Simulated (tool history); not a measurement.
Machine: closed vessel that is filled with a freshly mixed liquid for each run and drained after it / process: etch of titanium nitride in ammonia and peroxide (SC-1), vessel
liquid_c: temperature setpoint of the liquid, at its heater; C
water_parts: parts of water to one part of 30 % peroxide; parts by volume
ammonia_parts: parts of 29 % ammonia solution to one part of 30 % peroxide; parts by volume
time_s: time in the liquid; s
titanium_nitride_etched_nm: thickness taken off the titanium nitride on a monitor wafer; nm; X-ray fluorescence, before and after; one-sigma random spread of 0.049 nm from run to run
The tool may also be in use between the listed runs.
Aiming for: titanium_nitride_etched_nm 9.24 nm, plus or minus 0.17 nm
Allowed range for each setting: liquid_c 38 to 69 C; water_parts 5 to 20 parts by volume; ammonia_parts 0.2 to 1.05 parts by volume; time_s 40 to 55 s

run 1 hour=0 | liquid_c=53 water_parts=11 ammonia_parts=0.55 time_s=55 | titanium_nitride_etched_nm=3.3944
run 2 hour=3.3 | liquid_c=53 water_parts=11 ammonia_parts=0.35 time_s=55 | titanium_nitride_etched_nm=3.1534
run 3 hour=8.2 | liquid_c=53 water_parts=13 ammonia_parts=0.35 time_s=55 | titanium_nitride_etched_nm=2.8662
run 4 hour=15 | liquid_c=57.5 water_parts=13 ammonia_parts=0.35 time_s=55 | titanium_nitride_etched_nm=3.8524
run 5 hour=16.4 | liquid_c=57.5 water_parts=13 ammonia_parts=0.2 time_s=55 | titanium_nitride_etched_nm=3.4936
run 6 hour=21.4 | liquid_c=57.5 water_parts=13 ammonia_parts=0.2 time_s=55 | titanium_nitride_etched_nm=3.4865
run 7 hour=29 | liquid_c=61.5 water_parts=11.5 ammonia_parts=0.2 time_s=55 | titanium_nitride_etched_nm=4.8556
run 8 hour=33.4 | liquid_c=61.5 water_parts=11.5 ammonia_parts=0.2 time_s=55 | titanium_nitride_etched_nm=4.8788
run 9 hour=38.4 | liquid_c=64 water_parts=10.5 ammonia_parts=0.2 time_s=55 | titanium_nitride_etched_nm=5.9943
run 10 hour=45.6 | liquid_c=65.5 water_parts=9.5 ammonia_parts=0.2 time_s=55 | titanium_nitride_etched_nm=6.9797
run 11 hour=52.3 | liquid_c=66.5 water_parts=9 ammonia_parts=0.2 time_s=55 | titanium_nitride_etched_nm=7.6361
run 12 hour=53.7 | liquid_c=67.5 water_parts=9 ammonia_parts=0.2 time_s=55 | titanium_nitride_etched_nm=8.1227
run 13 hour=62.3 | liquid_c=68 water_parts=9 ammonia_parts=0.2 time_s=55 | titanium_nitride_etched_nm=8.4205
run 14 hour=65.4 | liquid_c=68.5 water_parts=9 ammonia_parts=0.2 time_s=55 | titanium_nitride_etched_nm=8.6141
run 15 hour=67.8 | liquid_c=68.5 water_parts=8.5 ammonia_parts=0.2 time_s=55 | titanium_nitride_etched_nm=8.8401

Below are 5 possible settings for the next run. Only one of them brings all results inside the allowed miss of their targets. Which is it?
run A hour=70.2 | liquid_c=67 water_parts=6 ammonia_parts=0.25 time_s=50 | titanium_nitride_etched_nm=?
run B hour=70.2 | liquid_c=68.5 water_parts=7 ammonia_parts=0.2 time_s=50 | titanium_nitride_etched_nm=?
run C hour=70.2 | liquid_c=69 water_parts=9 ammonia_parts=0.2 time_s=55 | titanium_nitride_etched_nm=?
run D hour=70.2 | liquid_c=65.5 water_parts=7 ammonia_parts=0.3 time_s=55 | titanium_nitride_etched_nm=?
run E hour=70.2 | liquid_c=69 water_parts=5 ammonia_parts=0.2 time_s=40 | titanium_nitride_etched_nm=?

move=A titanium_nitride_etched_nm=9.1622
move=B titanium_nitride_etched_nm=8.9396
move=C titanium_nitride_etched_nm=8.8993
move=D titanium_nitride_etched_nm=8.7667
move=E titanium_nitride_etched_nm=8.7253
A: hits every target within its allowed miss
B: an improvement on the last run, though not all results are within tolerance
C: an improvement on the last run, though not all results are within tolerance
D: moves away from the targets compared with the last run
E: moves away from the targets compared with the last run
Answer: A
